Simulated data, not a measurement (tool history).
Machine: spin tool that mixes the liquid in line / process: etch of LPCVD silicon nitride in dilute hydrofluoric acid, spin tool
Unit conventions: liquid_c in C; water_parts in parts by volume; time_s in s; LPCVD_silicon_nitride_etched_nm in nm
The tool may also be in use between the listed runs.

run	hour	liquid_c	water_parts	time_s	LPCVD_silicon_nitride_etched_nm
1	0	26	40	85	0.9392
2	1.2	26	40	85	0.90655
3	8	25.5	40	85	0.87036
4	13.9	25.5	35	85	1.0206
5	21.5	25.5	35	85	1.0142
6	23.7	25	35	85	0.98244

Predict the results of run 7:
7	25	24.5	35	85	?

{"run 7": {"LPCVD_silicon_nitride_etched_nm": 0.96238}}
